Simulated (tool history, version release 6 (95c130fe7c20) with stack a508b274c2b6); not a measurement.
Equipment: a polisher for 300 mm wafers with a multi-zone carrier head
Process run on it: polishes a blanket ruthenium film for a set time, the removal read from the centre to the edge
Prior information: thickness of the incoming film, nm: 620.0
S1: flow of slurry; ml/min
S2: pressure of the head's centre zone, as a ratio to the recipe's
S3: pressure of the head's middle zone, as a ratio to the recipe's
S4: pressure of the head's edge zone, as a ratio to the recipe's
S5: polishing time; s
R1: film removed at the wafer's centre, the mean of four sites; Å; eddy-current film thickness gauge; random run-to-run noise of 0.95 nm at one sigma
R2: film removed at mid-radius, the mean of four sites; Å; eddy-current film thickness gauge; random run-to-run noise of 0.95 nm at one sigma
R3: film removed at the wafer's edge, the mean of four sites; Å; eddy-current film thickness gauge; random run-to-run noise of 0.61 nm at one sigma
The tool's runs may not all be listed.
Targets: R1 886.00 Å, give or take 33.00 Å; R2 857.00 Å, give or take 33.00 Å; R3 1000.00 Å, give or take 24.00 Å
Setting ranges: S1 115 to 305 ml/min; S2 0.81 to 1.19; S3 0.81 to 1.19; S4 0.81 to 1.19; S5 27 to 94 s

run,hour,S1,S2,S3,S4,S5,R1,R2,R3
1,0.0,195,1.00,1.00,1.00,60,649.41,654.80,660.74
2,3.7,220,1.00,1.00,1.00,60,669.37,662.91,674.67
3,6.1,255,1.00,1.00,1.00,60,681.15,673.95,678.90
4,8.1,245,0.99,0.98,1.04,66,753.30,734.14,764.81
5,13.8,245,0.99,0.98,1.04,55,611.27,601.33,630.60
6,18.5,245,0.99,0.98,1.11,55,628.67,611.74,659.13
7,21.2,245,0.99,0.98,1.11,55,631.11,599.24,654.60
8,23.4,240,0.97,0.96,1.13,62,685.86,673.93,738.32
9,25.6,235,0.96,0.94,1.15,67,744.51,704.24,807.39

Pick the move, out of 5, that brings all results within their allowed miss; only one does.
A,27.8,215,0.86,1.11,1.11,80,?,?,?
B,27.8,235,1.04,0.95,1.08,74,?,?,?
C,27.8,245,0.94,0.92,1.16,82,?,?,?
D,27.8,235,0.99,1.08,1.06,81,?,?,?
E,27.8,195,0.87,1.17,1.07,66,?,?,?

move,R1,R2,R3
A,797.57,952.90,939.46
B,847.85,781.60,866.87
C,882.52,847.93,1000.70
D,898.23,953.77,938.43
E,652.17,810.29,751.78
A: moves toward the targets from the last run without getting all of them in spec
B: moves toward the targets from the last run without getting all of them in spec
C: all results land within tolerance of their targets
D: moves toward the targets from the last run without getting all of them in spec
E: misses by more than the last run did
The right move is C.

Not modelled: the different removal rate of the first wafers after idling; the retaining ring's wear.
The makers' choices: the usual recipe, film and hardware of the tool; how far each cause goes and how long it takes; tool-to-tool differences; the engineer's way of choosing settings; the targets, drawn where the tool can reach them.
